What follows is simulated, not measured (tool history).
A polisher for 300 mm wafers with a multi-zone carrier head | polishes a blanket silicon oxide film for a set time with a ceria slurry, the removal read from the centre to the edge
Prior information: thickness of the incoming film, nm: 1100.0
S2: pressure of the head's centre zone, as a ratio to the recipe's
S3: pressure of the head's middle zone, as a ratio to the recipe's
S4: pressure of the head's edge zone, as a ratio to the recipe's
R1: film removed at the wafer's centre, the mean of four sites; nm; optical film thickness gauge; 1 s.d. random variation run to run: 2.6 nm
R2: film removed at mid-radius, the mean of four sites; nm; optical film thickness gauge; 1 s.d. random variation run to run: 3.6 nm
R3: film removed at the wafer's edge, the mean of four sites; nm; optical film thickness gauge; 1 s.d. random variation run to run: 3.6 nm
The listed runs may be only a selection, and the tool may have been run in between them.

run 1 hour=0.0 | flow_of_slurry_(ml/min)=220 S2=1.00 S3=1.00 S4=1.00 polishing_time_(s)=51 | R1=171.72 R2=172.14 R3=166.35
run 2 hour=6.5 | flow_of_slurry_(ml/min)=225 S2=1.03 S3=1.02 S4=1.02 polishing_time_(s)=54 | R1=195.09 R2=182.20 R3=175.14
run 3 hour=12.2 | flow_of_slurry_(ml/min)=225 S2=1.03 S3=1.02 S4=1.02 polishing_time_(s)=64 | R1=225.90 R2=213.72 R3=211.67
run 4 hour=14.0 | flow_of_slurry_(ml/min)=225 S2=1.03 S3=1.06 S4=1.02 polishing_time_(s)=64 | R1=223.87 R2=217.19 R3=209.87
run 5 hour=18.6 | flow_of_slurry_(ml/min)=225 S2=1.09 S3=1.06 S4=1.02 polishing_time_(s)=64 | R1=237.53 R2=220.44 R3=211.98
run 6 hour=27.3 | flow_of_slurry_(ml/min)=270 S2=1.09 S3=1.06 S4=1.02 polishing_time_(s)=64 | R1=242.21 R2=225.92 R3=218.88
run 7 hour=30.4 | flow_of_slurry_(ml/min)=275 S2=1.10 S3=1.07 S4=1.02 polishing_time_(s)=65 | R1=251.15 R2=230.87 R3=217.37
run 8 hour=39.2 | flow_of_slurry_(ml/min)=275 S2=1.10 S3=1.08 S4=1.03 polishing_time_(s)=66 | R1=254.38 R2=236.32 R3=222.85
run 9 hour=43.1 | flow_of_slurry_(ml/min)=275 S2=1.10 S3=1.09 S4=1.03 polishing_time_(s)=67 | R1=259.14 R2=245.22 R3=226.30

Run 10 has not been measured yet. What should we expect?
run 10 hour=43.9 | flow_of_slurry_(ml/min)=275 S2=1.11 S3=1.09 S4=1.04 polishing_time_(s)=68 | R1=? R2=? R3=?

R1: 264.71 nm
R2: 243.29 nm
R3: 233.32 nm

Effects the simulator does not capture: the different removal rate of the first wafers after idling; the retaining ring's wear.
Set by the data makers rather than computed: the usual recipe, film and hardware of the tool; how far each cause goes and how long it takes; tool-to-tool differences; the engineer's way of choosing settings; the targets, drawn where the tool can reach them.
